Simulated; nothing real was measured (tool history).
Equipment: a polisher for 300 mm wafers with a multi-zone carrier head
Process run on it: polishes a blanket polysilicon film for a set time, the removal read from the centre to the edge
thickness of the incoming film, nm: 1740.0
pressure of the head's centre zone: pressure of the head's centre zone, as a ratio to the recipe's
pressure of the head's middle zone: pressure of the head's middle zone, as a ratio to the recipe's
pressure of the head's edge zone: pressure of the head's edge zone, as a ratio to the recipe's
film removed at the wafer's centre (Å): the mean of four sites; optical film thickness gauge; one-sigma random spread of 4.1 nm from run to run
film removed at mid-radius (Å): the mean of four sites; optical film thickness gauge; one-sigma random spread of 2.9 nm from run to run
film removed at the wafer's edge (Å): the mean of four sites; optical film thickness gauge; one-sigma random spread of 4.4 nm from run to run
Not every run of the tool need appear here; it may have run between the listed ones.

run  hour  flow of slurry (ml/min)  pressure of the head's centre zone  pressure of the head's middle zone  pressure of the head's edge zone  polishing time (s)  film removed at the wafer's centre (Å)  film removed at mid-radius (Å)  film removed at the wafer's edge (Å)
  1     0                      130                                   1                                   1                                 1                  34                                  2699.5                          2636.9                                2576.2
  2   3.3                      130                                   1                                   1                                 1                  31                                  2472.4                          2411.6                                2393.4
  3    12                      135                                0.95                                1.01                              1.05                  33                                    2409                          2624.2                                2635.2
  4  16.6                      135                                0.95                                0.94                              1.05                  33                                  2495.3                          2471.1                                2579.9
  5  25.1                      135                                0.95                                1.02                              1.05                  33                                  2492.2                          2602.4                                2542.5
  6  31.4                      145                                0.95                                1.02                              1.05                  33                                  2585.2                          2664.5                                2569.9
  7  34.4                      135                                0.94                                1.03                              1.08                  36                                    2707                          2902.8                                2908.5

Run 8 has not been measured yet. What should we expect?
  8  40.8                      130                                0.92                                1.05                               1.1                  37                                       ?                               ?                                     ?

film removed at the wafer's centre (Å): 2698.2
film removed at mid-radius (Å): 2965.8
film removed at the wafer's edge (Å): 2939.7

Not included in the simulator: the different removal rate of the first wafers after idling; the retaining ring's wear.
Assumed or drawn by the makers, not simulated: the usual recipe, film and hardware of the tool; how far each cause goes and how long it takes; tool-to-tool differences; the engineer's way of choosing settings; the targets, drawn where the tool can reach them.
